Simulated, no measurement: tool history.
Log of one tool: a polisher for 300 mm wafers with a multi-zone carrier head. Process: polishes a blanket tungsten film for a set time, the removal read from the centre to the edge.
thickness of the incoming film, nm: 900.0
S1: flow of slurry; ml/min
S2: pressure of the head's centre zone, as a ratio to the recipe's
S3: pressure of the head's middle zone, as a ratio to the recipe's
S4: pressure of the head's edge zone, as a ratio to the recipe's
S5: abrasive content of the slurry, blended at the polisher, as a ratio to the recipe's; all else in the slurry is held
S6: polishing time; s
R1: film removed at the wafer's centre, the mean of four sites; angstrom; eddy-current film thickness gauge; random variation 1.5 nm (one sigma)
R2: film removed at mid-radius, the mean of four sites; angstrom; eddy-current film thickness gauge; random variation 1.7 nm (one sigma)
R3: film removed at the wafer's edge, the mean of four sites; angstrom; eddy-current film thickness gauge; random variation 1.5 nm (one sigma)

run	hour	S1	S2	S3	S4	S5	S6	R1	R2	R3
1	0	260	1	1	1	1	52	2019.6	2047.6	2072.6
2	1.8	260	1	1	1.07	1	52	2026.6	2103.2	2130.3
3	10	255	1	0.97	1.05	0.9	49	1881.7	1809.7	1961.4
4	13.8	255	1	0.93	1.05	0.9	49	1869.4	1794.3	1977
5	22.4	255	1.08	0.93	1.05	0.9	49	1990.6	1803.6	1976
6	26.2	255	1.06	0.93	1.03	0.8	47	1806.4	1691.9	1821.3
7	27.8	250	1.06	0.91	1.02	0.75	45	1728.8	1517.7	1720.6
8	28.9	250	1.04	0.91	1	0.7	44	1630.4	1475.7	1671.2
9	29.9	250	1.04	0.91	1	0.7	44	1655.1	1481.5	1656.3

The next listed run, before its measurement:
10	30.9	245	1.02	0.9	0.99	0.65	43	?	?	?

Run 10 gave R1 1532.9 angstrom, R2 1404.4 angstrom, R3 1576.6 angstrom.
